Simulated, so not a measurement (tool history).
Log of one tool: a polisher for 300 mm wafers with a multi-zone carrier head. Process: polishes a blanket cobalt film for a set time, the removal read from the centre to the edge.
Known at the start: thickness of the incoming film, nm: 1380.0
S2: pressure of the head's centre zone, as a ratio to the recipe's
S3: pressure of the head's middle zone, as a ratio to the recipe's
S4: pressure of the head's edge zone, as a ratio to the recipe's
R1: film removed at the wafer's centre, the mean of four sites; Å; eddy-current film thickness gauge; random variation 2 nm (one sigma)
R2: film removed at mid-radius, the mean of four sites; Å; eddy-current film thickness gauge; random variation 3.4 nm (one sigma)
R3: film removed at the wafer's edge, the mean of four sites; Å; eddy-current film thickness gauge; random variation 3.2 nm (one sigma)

run 1 day=0 | flow_of_slurry_(ml/min)=190 S2=1 S3=1 S4=1 polishing_time_(s)=49 | R1=4375.6 R2=4257.6 R3=4055.6
run 2 day=0.062 | flow_of_slurry_(ml/min)=190 S2=1 S3=0.94 S4=1 polishing_time_(s)=49 | R1=4296.1 R2=4068.9 R3=4057.5
run 3 day=0.342 | flow_of_slurry_(ml/min)=190 S2=0.95 S3=0.94 S4=1 polishing_time_(s)=49 | R1=4019.4 R2=4042.8 R3=4103.8
run 4 day=0.538 | flow_of_slurry_(ml/min)=190 S2=0.98 S3=0.94 S4=1 polishing_time_(s)=49 | R1=4167.3 R2=3939.6 R3=4099.8
run 5 day=0.579 | flow_of_slurry_(ml/min)=215 S2=0.98 S3=0.94 S4=1 polishing_time_(s)=49 | R1=4312.1 R2=4126.4 R3=4110.7
run 6 day=0.846 | flow_of_slurry_(ml/min)=215 S2=0.98 S3=0.94 S4=1.05 polishing_time_(s)=49 | R1=4267.1 R2=4064.4 R3=4195.9
-- day=0.908 edge zone pressure recalibrated
run 7 day=0.908 | flow_of_slurry_(ml/min)=165 S2=0.88 S3=0.97 S4=0.95 polishing_time_(s)=35 | R1=2671.4 R2=2854.3 R3=2900.3
run 8 day=1.133 | flow_of_slurry_(ml/min)=170 S2=0.88 S3=0.99 S4=0.92 polishing_time_(s)=32 | R1=2416.3 R2=2675.1 R3=2564.5

Forecast run 9:
run 9 day=1.246 | flow_of_slurry_(ml/min)=170 S2=0.89 S3=0.99 S4=0.9 polishing_time_(s)=31 | R1=? R2=? R3=?

Run 9 gave R1 2370.2 Å, R2 2641.4 Å, R3 2540.4 Å.

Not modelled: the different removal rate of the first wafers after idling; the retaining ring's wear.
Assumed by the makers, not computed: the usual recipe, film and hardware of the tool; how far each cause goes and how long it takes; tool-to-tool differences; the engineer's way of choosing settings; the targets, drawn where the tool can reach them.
